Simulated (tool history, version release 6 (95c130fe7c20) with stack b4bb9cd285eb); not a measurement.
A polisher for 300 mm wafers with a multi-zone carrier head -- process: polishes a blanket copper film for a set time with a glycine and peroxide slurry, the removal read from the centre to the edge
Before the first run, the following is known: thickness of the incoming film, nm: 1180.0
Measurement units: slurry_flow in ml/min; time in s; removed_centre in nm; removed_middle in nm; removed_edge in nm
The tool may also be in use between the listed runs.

Run 1, hour 0: slurry_flow 210 ml/min, centre_zone 1, middle_zone 1, edge_zone 1, time 69 s. Result: removed_centre 381.26 nm, removed_middle 390.44 nm, removed_edge 388.21 nm.
Run 2, hour 2.1: slurry_flow 210 ml/min, centre_zone 0.94, middle_zone 1, edge_zone 1, time 69 s. Result: removed_centre 366.77 nm, removed_middle 391.45 nm, removed_edge 373.85 nm.
Run 3, hour 4.9: slurry_flow 175 ml/min, centre_zone 0.94, middle_zone 1, edge_zone 1, time 69 s. Result: removed_centre 345.18 nm, removed_middle 373.97 nm, removed_edge 372.74 nm.
Run 4, hour 13.1: slurry_flow 175 ml/min, centre_zone 0.97, middle_zone 0.94, edge_zone 0.97, time 68 s. Result: removed_centre 350.82 nm, removed_middle 359.97 nm, removed_edge 356.81 nm.
Run 5, hour 21.9: slurry_flow 175 ml/min, centre_zone 0.97, middle_zone 0.94, edge_zone 1.02, time 68 s. Result: removed_centre 353.52 nm, removed_middle 354.24 nm, removed_edge 374.22 nm.
Run 6, hour 26.8: slurry_flow 170 ml/min, centre_zone 1, middle_zone 0.9, edge_zone 1.02, time 67 s. Result: removed_centre 359.72 nm, removed_middle 331.06 nm, removed_edge 365.23 nm.

Estimate the outcome of run 7 from the log above:
Run 7, hour 28.3: slurry_flow 165 ml/min, centre_zone 1.01, middle_zone 0.88, edge_zone 1.02, time 67 s. Result: removed_centre ?, removed_middle ?, removed_edge ?.

{"run 7": {"removed_centre": 358.59, "removed_middle": 327.57, "removed_edge": 371.74}}
